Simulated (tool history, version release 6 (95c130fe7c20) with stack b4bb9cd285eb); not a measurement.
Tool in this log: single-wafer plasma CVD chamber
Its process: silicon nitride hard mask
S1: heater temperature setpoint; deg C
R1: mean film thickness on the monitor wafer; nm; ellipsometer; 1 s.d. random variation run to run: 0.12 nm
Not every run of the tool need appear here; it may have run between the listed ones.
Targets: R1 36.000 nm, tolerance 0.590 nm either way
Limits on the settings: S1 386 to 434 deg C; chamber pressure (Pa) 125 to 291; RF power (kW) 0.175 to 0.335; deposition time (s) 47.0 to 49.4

{"run": 1, "hour": 0.0, "S1": 410, "chamber pressure (Pa)": 208, "RF power (kW)": 0.255, "deposition time (s)": 49.4, "R1": 52.031}
{"run": 2, "hour": 7.9, "S1": 410, "chamber pressure (Pa)": 208, "RF power (kW)": 0.23, "deposition time (s)": 49.4, "R1": 47.269}
{"run": 3, "hour": 14.8, "S1": 410, "chamber pressure (Pa)": 179, "RF power (kW)": 0.23, "deposition time (s)": 49.4, "R1": 44.607}
{"run": 4, "hour": 18.3, "S1": 410, "chamber pressure (Pa)": 179, "RF power (kW)": 0.23, "deposition time (s)": 49.4, "R1": 44.662}
{"run": 5, "hour": 23.0, "S1": 410, "chamber pressure (Pa)": 179, "RF power (kW)": 0.195, "deposition time (s)": 49.4, "R1": 37.442}
{"run": 6, "hour": 24.8, "S1": 410, "chamber pressure (Pa)": 208, "RF power (kW)": 0.195, "deposition time (s)": 49.4, "R1": 39.854}
{"run": 7, "hour": 33.8, "S1": 410, "chamber pressure (Pa)": 193, "RF power (kW)": 0.195, "deposition time (s)": 49.4, "R1": 38.863}
{"run": 8, "hour": 34.6, "S1": 410, "chamber pressure (Pa)": 152, "RF power (kW)": 0.19, "deposition time (s)": 49.4, "R1": 34.409}
{"run": 9, "hour": 35.2, "S1": 410, "chamber pressure (Pa)": 152, "RF power (kW)": 0.19, "deposition time (s)": 49.4, "R1": 34.392}
{"run": 10, "hour": 42.5, "S1": 410, "chamber pressure (Pa)": 157, "RF power (kW)": 0.19, "deposition time (s)": 49.4, "R1": 34.806}
{"run": 11, "hour": 45.9, "S1": 410, "chamber pressure (Pa)": 161, "RF power (kW)": 0.19, "deposition time (s)": 49.4, "R1": 35.328}

Which of these 5 next moves meets every target?
{"run": "A", "hour": 49.3, "S1": 430, "chamber pressure (Pa)": 147, "RF power (kW)": 0.195, "deposition time (s)": 49.2, "R1": "?"}
{"run": "B", "hour": 49.3, "S1": 410, "chamber pressure (Pa)": 167, "RF power (kW)": 0.2, "deposition time (s)": 49.4, "R1": "?"}
{"run": "C", "hour": 49.3, "S1": 412, "chamber pressure (Pa)": 139, "RF power (kW)": 0.205, "deposition time (s)": 49.4, "R1": "?"}
{"run": "D", "hour": 49.3, "S1": 406, "chamber pressure (Pa)": 168, "RF power (kW)": 0.19, "deposition time (s)": 47.2, "R1": "?"}
{"run": "E", "hour": 49.3, "S1": 399, "chamber pressure (Pa)": 183, "RF power (kW)": 0.195, "deposition time (s)": 49.2, "R1": "?"}

move=A R1=34.553
move=B R1=37.913
move=C R1=36.077
move=D R1=34.369
move=E R1=38.169
A: lands further from the targets than the last run did
B: takes the biggest miss from the last run beyond its target
C: every result lands within tolerance
D: lands further from the targets than the last run did
E: takes the biggest miss from the last run beyond its target
C is the move that brings every result within its allowed miss.

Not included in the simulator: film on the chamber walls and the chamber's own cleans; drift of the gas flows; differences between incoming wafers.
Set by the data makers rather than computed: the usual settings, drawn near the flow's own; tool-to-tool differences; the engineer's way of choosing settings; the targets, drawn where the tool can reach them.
